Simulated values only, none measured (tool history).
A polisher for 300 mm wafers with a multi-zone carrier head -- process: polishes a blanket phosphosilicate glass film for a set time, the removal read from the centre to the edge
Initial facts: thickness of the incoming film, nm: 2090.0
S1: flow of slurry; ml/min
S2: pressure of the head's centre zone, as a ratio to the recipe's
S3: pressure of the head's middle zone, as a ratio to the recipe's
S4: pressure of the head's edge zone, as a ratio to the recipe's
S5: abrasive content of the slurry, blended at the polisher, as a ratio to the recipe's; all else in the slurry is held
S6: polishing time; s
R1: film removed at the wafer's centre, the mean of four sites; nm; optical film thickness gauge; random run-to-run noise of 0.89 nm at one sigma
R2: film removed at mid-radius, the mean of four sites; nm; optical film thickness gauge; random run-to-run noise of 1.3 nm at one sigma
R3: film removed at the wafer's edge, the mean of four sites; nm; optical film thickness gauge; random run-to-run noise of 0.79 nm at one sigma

{"run": 1, "hour": 0.0, "S1": 215, "S2": 1.0, "S3": 1.0, "S4": 1.0, "S5": 1.0, "S6": 30, "R1": 177.86, "R2": 171.37, "R3": 177.74}
{"run": 2, "hour": 7.8, "S1": 215, "S2": 1.03, "S3": 1.0, "S4": 1.0, "S5": 1.0, "S6": 30, "R1": 178.52, "R2": 171.38, "R3": 175.53}
{"run": 3, "hour": 16.3, "S1": 210, "S2": 1.01, "S3": 1.02, "S4": 0.99, "S5": 0.9, "S6": 28, "R1": 154.12, "R2": 154.78, "R3": 154.77}
{"run": 4, "hour": 19.8, "S1": 210, "S2": 1.01, "S3": 1.09, "S4": 0.99, "S5": 0.9, "S6": 28, "R1": 153.7, "R2": 161.22, "R3": 150.49}
{"run": 5, "hour": 26.2, "S1": 210, "S2": 1.01, "S3": 1.04, "S4": 0.99, "S5": 0.9, "S6": 28, "R1": 153.81, "R2": 158.52, "R3": 152.71}
{"run": 6, "hour": 30.1, "S1": 210, "S2": 0.94, "S3": 1.04, "S4": 0.99, "S5": 0.9, "S6": 28, "R1": 147.36, "R2": 157.41, "R3": 153.3}
{"run": 7, "hour": 34.2, "S1": 205, "S2": 0.94, "S3": 1.04, "S4": 0.97, "S5": 0.85, "S6": 27, "R1": 134.03, "R2": 146.08, "R3": 141.36}
{"run": 8, "hour": 35.2, "S1": 205, "S2": 0.94, "S3": 1.04, "S4": 0.97, "S5": 0.85, "S6": 27, "R1": 132.53, "R2": 143.67, "R3": 143.39}
{"run": 9, "hour": 37.6, "S1": 205, "S2": 0.95, "S3": 1.05, "S4": 0.95, "S5": 0.8, "S6": 26, "R1": 125.29, "R2": 136.49, "R3": 130.46}
{"run": 10, "hour": 43.7, "S1": 175, "S2": 0.85, "S3": 1.0, "S4": 0.85, "S5": 0.55, "S6": 21, "R1": 65.063, "R2": 74.354, "R3": 71.759}
{"run": 11, "hour": 44.3, "S1": 190, "S2": 0.86, "S3": 1.01, "S4": 0.86, "S5": 0.55, "S6": 21, "R1": 66.334, "R2": 75.903, "R3": 74.1}
{"run": 12, "hour": 48.5, "S1": 200, "S2": 0.88, "S3": 1.03, "S4": 0.87, "S5": 0.55, "S6": 21, "R1": 68.82, "R2": 77.425, "R3": 74.326}

The next listed run, before its measurement:
{"run": 13, "hour": 49.4, "S1": 200, "S2": 0.89, "S3": 1.05, "S4": 0.89, "S5": 0.55, "S6": 21, "R1": "?", "R2": "?", "R3": "?"}

Run 13 measured R1 68.768 nm, R2 78.146 nm, R3 74.574 nm.
